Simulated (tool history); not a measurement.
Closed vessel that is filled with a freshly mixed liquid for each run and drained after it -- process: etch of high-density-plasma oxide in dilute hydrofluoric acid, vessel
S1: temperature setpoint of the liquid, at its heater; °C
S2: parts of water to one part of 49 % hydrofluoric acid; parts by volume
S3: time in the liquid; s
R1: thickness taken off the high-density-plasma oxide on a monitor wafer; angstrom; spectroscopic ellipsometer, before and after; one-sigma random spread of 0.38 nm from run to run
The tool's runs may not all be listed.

run 1 day=0 | S1=22 S2=225 S3=3225 | R1=807.4
run 2 day=0.225 | S1=21 S2=240 S3=3225 | R1=724.01
run 3 day=0.375 | S1=21 S2=185 S3=3225 | R1=987.77
run 4 day=0.488 | S1=21 S2=225 S3=3225 | R1=790.16
run 5 day=0.775 | S1=23.5 S2=225 S3=3225 | R1=853.12
run 6 day=1.142 | S1=23.5 S2=225 S3=3435 | R1=923.19
run 7 day=1.3 | S1=22.5 S2=245 S3=3435 | R1=787.79
run 8 day=1.704 | S1=21.5 S2=255 S3=3435 | R1=733.2

Run 9, settings as shown, results not yet in. Your forecast:
run 9 day=1.896 | S1=21 S2=265 S3=3435 | R1=?

Logged for run 9: R1 690.63 angstrom.
